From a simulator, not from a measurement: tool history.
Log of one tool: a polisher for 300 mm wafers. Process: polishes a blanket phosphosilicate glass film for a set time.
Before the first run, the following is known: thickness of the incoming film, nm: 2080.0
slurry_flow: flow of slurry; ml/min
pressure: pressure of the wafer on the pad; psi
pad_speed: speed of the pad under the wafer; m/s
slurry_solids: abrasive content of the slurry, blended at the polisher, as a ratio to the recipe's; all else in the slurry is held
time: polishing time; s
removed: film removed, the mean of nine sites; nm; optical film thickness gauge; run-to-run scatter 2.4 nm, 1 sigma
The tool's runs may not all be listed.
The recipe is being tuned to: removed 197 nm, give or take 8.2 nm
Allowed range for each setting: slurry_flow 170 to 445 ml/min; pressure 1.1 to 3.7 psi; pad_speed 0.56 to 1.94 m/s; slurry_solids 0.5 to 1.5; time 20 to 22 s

run 1 hour=0 | slurry_flow=285 pressure=2.4 pad_speed=1.24 slurry_solids=1 time=22 | removed=125.73
run 2 hour=7.2 | slurry_flow=285 pressure=2.8 pad_speed=1.24 slurry_solids=1 time=22 | removed=147.76
run 3 hour=10 | slurry_flow=285 pressure=2.8 pad_speed=0.92 slurry_solids=1 time=22 | removed=116.81
run 4 hour=14.2 | slurry_flow=285 pressure=2.9 pad_speed=0.96 slurry_solids=1 time=22 | removed=124.92
run 5 hour=19.4 | slurry_flow=285 pressure=3 pad_speed=1 slurry_solids=1 time=22 | removed=131.79
run 6 hour=24.2 | slurry_flow=285 pressure=3 pad_speed=1 slurry_solids=0.85 time=22 | removed=123.23
run 7 hour=29.5 | slurry_flow=285 pressure=3.1 pad_speed=1.04 slurry_solids=0.85 time=22 | removed=127
-- hour=33.2 slurry blender recalibrated
run 8 hour=33.2 | slurry_flow=285 pressure=3.2 pad_speed=1.1 slurry_solids=0.85 time=22 | removed=161.28
run 9 hour=41.5 | slurry_flow=285 pressure=3.3 pad_speed=1.1 slurry_solids=0.85 time=22 | removed=165.25
run 10 hour=47.3 | slurry_flow=285 pressure=3.5 pad_speed=1.1 slurry_solids=0.85 time=22 | removed=175.64
run 11 hour=49.9 | slurry_flow=285 pressure=3.6 pad_speed=1.12 slurry_solids=0.85 time=22 | removed=181.16

Next run, 5 choices. One meets every target within its allowed miss, the rest don't. Which?
run A hour=52.5 | slurry_flow=275 pressure=3.7 pad_speed=1.2 slurry_solids=0.7 time=22 | removed=?
run B hour=52.5 | slurry_flow=280 pressure=3.1 pad_speed=1.16 slurry_solids=1 time=22 | removed=?
run C hour=52.5 | slurry_flow=305 pressure=3.7 pad_speed=1.16 slurry_solids=0.85 time=22 | removed=?
run D hour=52.5 | slurry_flow=285 pressure=3.7 pad_speed=0.9 slurry_solids=0.9 time=22 | removed=?
run E hour=52.5 | slurry_flow=280 pressure=3.2 pad_speed=1 slurry_solids=1.15 time=20 | removed=?

move=A removed=181.34
move=B removed=173.67
move=C removed=194.31
move=D removed=161.74
move=E removed=152.97
A: just as far off the targets as the last run
B: misses by more than the last run did
C: in spec on every target
D: misses by more than the last run did
E: misses by more than the last run did
The right move is C.
